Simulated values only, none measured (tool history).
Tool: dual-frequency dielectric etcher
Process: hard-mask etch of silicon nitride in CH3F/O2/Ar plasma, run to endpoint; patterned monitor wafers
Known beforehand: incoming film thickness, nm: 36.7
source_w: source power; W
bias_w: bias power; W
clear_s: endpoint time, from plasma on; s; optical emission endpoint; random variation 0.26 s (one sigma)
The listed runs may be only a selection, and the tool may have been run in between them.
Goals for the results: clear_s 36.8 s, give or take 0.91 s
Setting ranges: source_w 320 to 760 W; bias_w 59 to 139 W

{"run": 1, "hour": 0.0, "source_w": 540, "bias_w": 99, "clear_s": 45.058}
{"run": 2, "hour": 5.0, "source_w": 570, "bias_w": 102, "clear_s": 43.161}
{"run": 3, "hour": 13.0, "source_w": 600, "bias_w": 103, "clear_s": 41.854}
{"run": 4, "hour": 15.9, "source_w": 620, "bias_w": 104, "clear_s": 40.782}
{"run": 5, "hour": 21.2, "source_w": 640, "bias_w": 105, "clear_s": 39.62}
{"run": 6, "hour": 22.1, "source_w": 640, "bias_w": 92, "clear_s": 42.09}
{"run": 7, "hour": 24.7, "source_w": 660, "bias_w": 93, "clear_s": 42.213}
{"run": 8, "hour": 25.8, "source_w": 680, "bias_w": 95, "clear_s": 40.289}
{"run": 9, "hour": 28.4, "source_w": 690, "bias_w": 96, "clear_s": 40.027}
{"run": 10, "hour": 32.5, "source_w": 690, "bias_w": 96, "clear_s": 39.806}
{"run": 11, "hour": 38.3, "source_w": 700, "bias_w": 97, "clear_s": 39.584}
{"run": 12, "hour": 41.7, "source_w": 710, "bias_w": 98, "clear_s": 39.056}
{"run": 13, "hour": 46.1, "source_w": 710, "bias_w": 98, "clear_s": 38.826}
{"run": 14, "hour": 54.3, "source_w": 720, "bias_w": 99, "clear_s": 38.586}
{"run": 15, "hour": 58.1, "source_w": 730, "bias_w": 100, "clear_s": 37.683}
{"run": 16, "hour": 64.0, "source_w": 740, "bias_w": 100, "clear_s": 37.983}

Of the 4 settings listed for the next run, only one would bring every result within its allowed miss of target. Which one?
{"run": "A", "hour": 69.9, "source_w": 720, "bias_w": 99, "clear_s": "?"}
{"run": "B", "hour": 69.9, "source_w": 690, "bias_w": 90, "clear_s": "?"}
{"run": "C", "hour": 69.9, "source_w": 760, "bias_w": 103, "clear_s": "?"}
{"run": "D", "hour": 69.9, "source_w": 720, "bias_w": 95, "clear_s": "?"}

move=A clear_s=39.053
move=B clear_s=41.684
move=C clear_s=37.345
move=D clear_s=39.798
A: the biggest miss grows against the last run
B: the biggest miss grows against the last run
C: each result inside its tolerance
D: the biggest miss grows against the last run
Answer: C
